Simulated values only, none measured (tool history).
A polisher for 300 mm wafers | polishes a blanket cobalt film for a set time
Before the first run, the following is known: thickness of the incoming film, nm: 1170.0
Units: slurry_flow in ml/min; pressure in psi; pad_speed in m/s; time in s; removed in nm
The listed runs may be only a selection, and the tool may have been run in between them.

run  hour  slurry_flow  pressure  pad_speed  time  removed
  1     0          270       2.5        0.8    28   143.79
  2   7.3          300       2.5        0.8    28   143.16
  3   8.3          300       2.3       0.76    28   129.65
  4  10.3          300       2.3       0.76    28    132.7
  5    11          295       2.1        0.7    28   112.68
  6  16.9          295       2.7        0.7    28   138.67
  7  17.9          295       2.4       0.66    28   117.79
  8  25.3          290       2.2       0.64    28   108.42
  9  31.8          290       2.2       0.64    28   108.76

What will run 10 give?
 10  32.4          290         2       0.62    28        ?

removed: 97.966 nm
